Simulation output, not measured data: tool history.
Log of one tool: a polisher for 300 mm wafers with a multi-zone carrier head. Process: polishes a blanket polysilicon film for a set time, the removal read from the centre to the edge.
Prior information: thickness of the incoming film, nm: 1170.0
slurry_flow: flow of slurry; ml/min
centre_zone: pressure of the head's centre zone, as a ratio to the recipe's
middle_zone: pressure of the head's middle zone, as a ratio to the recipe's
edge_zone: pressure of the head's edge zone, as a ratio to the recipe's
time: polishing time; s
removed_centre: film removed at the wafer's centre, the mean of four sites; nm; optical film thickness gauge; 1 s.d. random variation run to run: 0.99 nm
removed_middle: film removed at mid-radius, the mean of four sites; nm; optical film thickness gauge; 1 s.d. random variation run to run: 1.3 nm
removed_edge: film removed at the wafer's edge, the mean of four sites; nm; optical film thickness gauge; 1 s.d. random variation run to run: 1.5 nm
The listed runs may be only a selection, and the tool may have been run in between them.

run	hour	slurry_flow	centre_zone	middle_zone	edge_zone	time	removed_centre	removed_middle	removed_edge
1	0	275	1	1	1	31	219.3	223.91	211.24
2	7.9	275	1	1	1	24	167.6	172.95	168.27
3	11.8	330	1	1	1	24	170.24	173.89	166.07
4	20.8	365	1	1	1	24	167.77	177.8	165.82
5	24.7	330	1	1	1	24	169.19	178.61	164.59
6	27.8	340	0.97	1.01	0.99	22	151.54	161.2	148.85
7	35.6	345	0.94	1.04	1.02	21	143.66	158.38	149.06
8	43.8	360	0.91	1.07	1.02	20	127.58	159.86	141.87
9	50.4	340	0.83	1.05	0.92	15	89.97	114.67	99.695
10	52.4	340	0.84	1.07	0.94	15	89.342	118.12	99.398

Predict the results of run 11:
11	59.9	340	0.84	1.07	0.94	15	?	?	?

Run 11 yielded removed_centre 89.998 nm, removed_middle 114.9 nm, removed_edge 99.594 nm.
